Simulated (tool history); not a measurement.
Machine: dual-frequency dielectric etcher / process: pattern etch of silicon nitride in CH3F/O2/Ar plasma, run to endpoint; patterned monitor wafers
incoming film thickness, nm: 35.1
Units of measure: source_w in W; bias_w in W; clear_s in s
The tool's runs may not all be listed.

| run | hour | source_w | bias_w | clear_s |
|---|---|---|---|---|
| 1 | 0 | 520 | 66 | 43.372 |
| 2 | 1.2 | 540 | 67 | 42.921 |
| 3 | 3.7 | 500 | 67 | 44.142 |
| 4 | 7.3 | 520 | 68 | 43.269 |
| 5 | 12.8 | 540 | 69 | 42.36 |
| 6 | 19.5 | 590 | 69 | 40.846 |
| 7 | 27.6 | 600 | 69 | 40.7 |
| 8 | 34.9 | 610 | 69 | 40.404 |
| 9 | 40.6 | 620 | 69 | 40.183 |

Forecast run 10:
| 10 | 48.2 | 630 | 69 | ? |

clear_s: 39.775 s
